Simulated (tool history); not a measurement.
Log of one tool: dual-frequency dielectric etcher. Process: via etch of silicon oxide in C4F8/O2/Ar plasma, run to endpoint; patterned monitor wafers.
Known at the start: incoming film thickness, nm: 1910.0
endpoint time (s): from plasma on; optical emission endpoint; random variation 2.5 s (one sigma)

run,hour,source power (W),bias power (W),endpoint time (s)
1,0,2310,2194,336.71
2,6.9,2120,2194,348.69
3,13.3,1920,2082,369.3
4,15.3,2190,2082,349.68
5,23.9,1990,2005,367.73
6,29.1,1840,1956,378.76
7,35.8,1720,1906,392.86

Forecast run 8:
8,41.1,1410,1834,?

Run 8 gave endpoint time (s) 439.01.
